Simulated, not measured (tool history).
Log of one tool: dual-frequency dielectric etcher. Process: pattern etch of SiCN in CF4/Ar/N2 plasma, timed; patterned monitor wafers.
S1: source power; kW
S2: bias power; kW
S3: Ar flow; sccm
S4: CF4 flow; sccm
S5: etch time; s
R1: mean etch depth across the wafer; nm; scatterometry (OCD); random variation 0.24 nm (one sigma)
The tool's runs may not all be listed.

run 1 day=0 | S1=0.6 S2=0.079 S3=120 S4=71 S5=78 | R1=82.571
run 2 day=0.346 | S1=0.56 S2=0.079 S3=120 S4=71 S5=78 | R1=79.087
run 3 day=0.5 | S1=0.53 S2=0.078 S3=120 S4=71 S5=78 | R1=75.461
run 4 day=0.679 | S1=0.53 S2=0.071 S3=120 S4=71 S5=78 | R1=73.673
run 5 day=0.988 | S1=0.5 S2=0.071 S3=120 S4=71 S5=78 | R1=69.539
run 6 day=1.342 | S1=0.5 S2=0.071 S3=113 S4=71 S5=78 | R1=70.344
run 7 day=1.412 | S1=0.48 S2=0.071 S3=113 S4=71 S5=78 | R1=68.893
run 8 day=1.75 | S1=0.46 S2=0.071 S3=113 S4=71 S5=78 | R1=65.957

The next listed run, before its measurement:
run 9 day=1.846 | S1=0.45 S2=0.071 S3=113 S4=71 S5=78 | R1=?

Run 9 gave R1 64.456 nm.

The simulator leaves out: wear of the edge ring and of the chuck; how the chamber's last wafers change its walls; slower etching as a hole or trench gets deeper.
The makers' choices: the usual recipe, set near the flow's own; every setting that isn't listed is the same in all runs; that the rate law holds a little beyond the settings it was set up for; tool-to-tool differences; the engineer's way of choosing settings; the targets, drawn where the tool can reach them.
